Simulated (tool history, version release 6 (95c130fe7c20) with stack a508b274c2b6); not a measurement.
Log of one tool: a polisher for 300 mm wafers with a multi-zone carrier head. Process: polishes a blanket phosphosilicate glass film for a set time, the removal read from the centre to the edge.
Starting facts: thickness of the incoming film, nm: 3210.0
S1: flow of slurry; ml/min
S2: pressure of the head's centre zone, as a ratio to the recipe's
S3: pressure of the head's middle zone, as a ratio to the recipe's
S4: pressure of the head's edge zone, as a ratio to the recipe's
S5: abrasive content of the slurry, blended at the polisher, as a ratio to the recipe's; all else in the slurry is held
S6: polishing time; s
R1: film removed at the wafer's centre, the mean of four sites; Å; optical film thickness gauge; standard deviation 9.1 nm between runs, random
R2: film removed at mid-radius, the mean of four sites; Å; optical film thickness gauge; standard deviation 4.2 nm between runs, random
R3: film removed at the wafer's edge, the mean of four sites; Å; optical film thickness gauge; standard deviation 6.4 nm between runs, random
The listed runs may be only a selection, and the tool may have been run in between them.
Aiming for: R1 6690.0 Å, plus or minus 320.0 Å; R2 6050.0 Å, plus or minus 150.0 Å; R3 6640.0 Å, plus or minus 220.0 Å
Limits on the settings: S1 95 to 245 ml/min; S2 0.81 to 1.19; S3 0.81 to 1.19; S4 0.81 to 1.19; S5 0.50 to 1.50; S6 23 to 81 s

run	hour	S1	S2	S3	S4	S5	S6	R1	R2	R3
1	0.0	155	1.00	1.00	1.00	1.00	52	4318.5	4334.5	4425.8
2	6.1	155	1.00	1.03	1.00	1.00	52	4315.4	4540.9	4343.8
3	14.5	155	1.07	1.03	1.00	1.00	52	4498.7	4449.0	4281.7
4	18.9	155	1.03	1.03	1.00	1.00	52	4367.4	4493.5	4312.9
5	27.3	165	1.04	1.02	1.03	1.10	53	4693.3	4735.6	4742.8
6	29.6	175	1.06	1.02	1.05	1.20	54	5179.0	5079.7	5162.7
7	35.2	175	1.06	1.02	1.05	1.20	54	5178.9	5099.8	4995.8
8	38.0	180	1.06	1.01	1.07	1.25	55	5413.4	5317.9	5277.2
9	44.6	185	1.06	0.99	1.09	1.30	56	5621.3	5375.1	5594.7
10	45.1	185	1.06	0.99	1.09	1.30	56	5663.2	5332.0	5593.5
11	49.6	190	1.06	0.99	1.11	1.35	56	5907.3	5479.6	5631.1
12	51.6	185	1.05	0.98	1.11	1.40	57	5986.8	5582.3	5796.7
13	55.0	195	1.05	0.97	1.13	1.40	57	6109.1	5582.4	5998.1
14	59.0	200	1.05	0.97	1.14	1.40	57	6077.4	5606.3	5856.6
15	62.0	190	1.06	0.97	1.14	1.40	58	6158.7	5577.2	6027.1
16	70.3	195	1.05	0.97	1.15	1.40	58	5989.7	5660.3	6174.8
17	74.9	200	1.06	0.97	1.16	1.40	58	6090.3	5711.4	6133.3
18	82.6	200	1.06	0.97	1.17	1.40	58	5957.4	5711.6	6162.8
19	89.9	230	1.11	0.95	1.19	1.50	58	6558.2	5836.6	6504.8
20	90.9	230	1.11	0.95	1.19	1.50	58	6624.6	5826.4	6396.6
21	96.4	230	1.10	0.95	1.19	1.50	58	6521.3	5803.0	6578.7
22	103.6	230	1.10	0.95	1.19	1.50	58	6544.6	5837.5	6557.5

4 next moves are on the table. One of them brings every result within its allowed miss. Which?
A	110.8	245	1.02	0.82	1.19	1.50	60	?	?	?
B	110.8	200	1.05	0.87	1.14	1.50	61	?	?	?
C	110.8	205	1.07	0.94	1.15	1.35	64	?	?	?
D	110.8	245	1.06	0.87	1.19	1.50	60	?	?	?

move	R1	R2	R3
A	6364.6	5388.0	6793.7
B	6459.3	5614.7	6666.9
C	6634.7	6047.3	6745.6
D	6576.0	5655.1	6789.1
A: further off than the last run
B: further off than the last run
C: meets every target
D: further off than the last run
Answer: C
